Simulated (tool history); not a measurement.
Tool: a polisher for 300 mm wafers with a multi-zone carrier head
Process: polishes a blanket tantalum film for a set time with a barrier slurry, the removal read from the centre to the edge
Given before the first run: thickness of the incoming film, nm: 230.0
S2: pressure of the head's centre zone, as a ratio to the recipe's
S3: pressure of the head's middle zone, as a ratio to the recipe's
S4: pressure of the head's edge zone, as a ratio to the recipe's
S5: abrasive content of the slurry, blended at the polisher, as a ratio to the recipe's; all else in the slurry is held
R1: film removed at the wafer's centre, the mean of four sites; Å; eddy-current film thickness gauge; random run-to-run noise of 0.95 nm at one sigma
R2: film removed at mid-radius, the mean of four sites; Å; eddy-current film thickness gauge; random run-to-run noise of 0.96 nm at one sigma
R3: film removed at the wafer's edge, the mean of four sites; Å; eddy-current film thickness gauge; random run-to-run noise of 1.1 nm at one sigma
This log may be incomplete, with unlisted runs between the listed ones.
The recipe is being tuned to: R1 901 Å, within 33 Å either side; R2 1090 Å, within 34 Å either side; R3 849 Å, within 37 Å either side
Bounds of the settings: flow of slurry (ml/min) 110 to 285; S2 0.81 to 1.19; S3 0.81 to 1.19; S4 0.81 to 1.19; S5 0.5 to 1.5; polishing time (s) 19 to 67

run 1 hour=0 | flow_of_slurry_(ml/min)=180 S2=1 S3=1 S4=1 S5=1 polishing_time_(s)=43 | R1=600.27 R2=594.84 R3=563.06
run 2 hour=5.2 | flow_of_slurry_(ml/min)=180 S2=1.06 S3=1 S4=1 S5=1 polishing_time_(s)=43 | R1=618.74 R2=609.74 R3=576.76
run 3 hour=7 | flow_of_slurry_(ml/min)=180 S2=1.06 S3=1 S4=1 S5=1.15 polishing_time_(s)=43 | R1=636.18 R2=630.02 R3=590.72
run 4 hour=13.9 | flow_of_slurry_(ml/min)=190 S2=1.06 S3=1.03 S4=1.01 S5=1.2 polishing_time_(s)=45 | R1=685.02 R2=682.35 R3=625.11
run 5 hour=20.8 | flow_of_slurry_(ml/min)=185 S2=1.03 S3=1.06 S4=1 S5=1.25 polishing_time_(s)=48 | R1=719.08 R2=740.12 R3=676.53
run 6 hour=29.5 | flow_of_slurry_(ml/min)=185 S2=1.03 S3=1.06 S4=1 S5=1.1 polishing_time_(s)=48 | R1=699.04 R2=718.73 R3=657.44
run 7 hour=31.2 | flow_of_slurry_(ml/min)=235 S2=0.98 S3=1.16 S4=0.95 S5=1.35 polishing_time_(s)=56 | R1=839.62 R2=999.32 R3=800.29
run 8 hour=33.6 | flow_of_slurry_(ml/min)=240 S2=0.98 S3=1.17 S4=0.95 S5=1.4 polishing_time_(s)=56 | R1=861.22 R2=1020.4 R3=806.16
run 9 hour=36.3 | flow_of_slurry_(ml/min)=245 S2=0.98 S3=1.17 S4=0.95 S5=1.4 polishing_time_(s)=56 | R1=861.43 R2=1024 R3=813.97
run 10 hour=42.9 | flow_of_slurry_(ml/min)=255 S2=0.98 S3=1.18 S4=0.95 S5=1.45 polishing_time_(s)=56 | R1=846.1 R2=1051.6 R3=804.18
run 11 hour=45.5 | flow_of_slurry_(ml/min)=255 S2=0.99 S3=1.18 S4=0.96 S5=1.45 polishing_time_(s)=56 | R1=866.28 R2=1040 R3=838.13
run 12 hour=48.3 | flow_of_slurry_(ml/min)=255 S2=0.99 S3=1.18 S4=0.95 S5=1.45 polishing_time_(s)=56 | R1=879.5 R2=1044.8 R3=830.97

Exercise: of the 4 proposed moves below, exactly one satisfies all targets within the stated allowed misses. Which move is it?
run A hour=51.1 | flow_of_slurry_(ml/min)=240 S2=1.02 S3=1.08 S4=0.95 S5=1.5 polishing_time_(s)=56 | R1=? R2=? R3=?
run B hour=51.1 | flow_of_slurry_(ml/min)=225 S2=1.1 S3=1.09 S4=0.98 S5=1.35 polishing_time_(s)=56 | R1=? R2=? R3=?
run C hour=51.1 | flow_of_slurry_(ml/min)=275 S2=1.01 S3=1.12 S4=1.07 S5=1.5 polishing_time_(s)=54 | R1=? R2=? R3=?
run D hour=51.1 | flow_of_slurry_(ml/min)=250 S2=0.98 S3=1.19 S4=0.94 S5=1.3 polishing_time_(s)=59 | R1=? R2=? R3=?

move=A R1=888.81 R2=976.28 R3=824.03
move=B R1=922.73 R2=953.82 R3=812.58
move=C R1=864.87 R2=986.82 R3=851.66
move=D R1=881.42 R2=1090.2 R3=839.87
A: lands further from the targets than the last run did
B: lands further from the targets than the last run did
C: lands further from the targets than the last run did
D: in spec on every target
D meets every target.
